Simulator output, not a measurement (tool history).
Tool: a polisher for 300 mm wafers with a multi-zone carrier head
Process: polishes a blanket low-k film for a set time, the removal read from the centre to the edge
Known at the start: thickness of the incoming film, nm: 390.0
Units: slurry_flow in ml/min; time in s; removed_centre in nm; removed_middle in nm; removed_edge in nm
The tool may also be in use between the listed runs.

run	hour	slurry_flow	centre_zone	middle_zone	edge_zone	slurry_solids	time	removed_centre	removed_middle	removed_edge
1	0	280	1	1	1	1	67	29.767	29.72	29.297
2	1.3	280	1	0.93	1	1	67	29.989	28.472	29.223
3	3.2	275	0.97	0.94	0.97	0.9	65	26.659	26.862	26.641
4	12.1	275	0.97	0.94	0.97	0.9	81	33.269	32.535	33.253
5	15.8	245	0.97	0.94	0.97	0.9	81	32.597	32.911	33.112
6	23.6	245	0.97	0.94	0.9	0.9	81	32.391	33.026	31.287
7	32	245	0.95	0.93	0.89	0.8	77	28.641	28.509	28.344
8	39.2	240	0.94	0.95	0.87	0.75	74	26.217	27.364	25.809
9	41	220	0.84	0.9	0.82	0.5	62	15.084	17.323	16.902
10	42.7	240	0.85	0.92	0.83	0.5	62	15.612	17.223	16.909
11	45.4	230	0.86	0.95	0.85	0.5	62	15.686	17.989	16.783
12	47.7	310	0.93	0.98	0.95	0.65	62	20.519	22.492	21.295
13	48.7	230	0.9	0.98	0.87	0.65	62	19.272	21.272	20.169
14	51.4	230	0.9	0.98	0.87	0.65	62	19.293	21.444	20.095
15	57.1	215	0.87	0.96	0.81	0.55	62	16.859	19.194	17.492
16	59.4	220	0.88	0.97	0.83	0.55	62	16.872	19.53	17.371
17	61.8	250	0.89	0.93	0.91	0.7	62	20.164	21.563	21.393
18	69	250	0.89	0.94	0.89	0.7	62	20.174	21.925	21.43
19	71.1	240	0.89	0.95	0.88	0.7	62	19.962	22.098	21.337
20	77.5	235	0.89	0.95	0.87	0.7	62	20.024	22.75	20.746
21	81.5	230	0.88	0.94	0.86	0.7	62	19.762	22.301	20.834
22	84.4	225	0.88	0.94	0.85	0.7	62	19.622	22.098	20.698
23	88.6	225	0.88	0.94	0.84	0.7	62	19.528	21.543	20.505
24	90.5	220	0.88	0.94	0.83	0.7	62	19.442	21.811	20.635
25	94.8	215	0.88	0.94	0.83	0.7	62	19.645	21.181	20.686
26	97.1	225	0.88	0.99	0.81	0.5	62	16.159	18.317	16.694
27	104.7	240	0.93	1.04	0.91	0.6	62	19.295	21.448	19.713

Forecast run 28:
28	110.8	235	0.92	1.03	0.9	0.6	62	?	?	?

Run 28 gave removed_centre 19.027 nm, removed_middle 21.626 nm, removed_edge 19.51 nm.

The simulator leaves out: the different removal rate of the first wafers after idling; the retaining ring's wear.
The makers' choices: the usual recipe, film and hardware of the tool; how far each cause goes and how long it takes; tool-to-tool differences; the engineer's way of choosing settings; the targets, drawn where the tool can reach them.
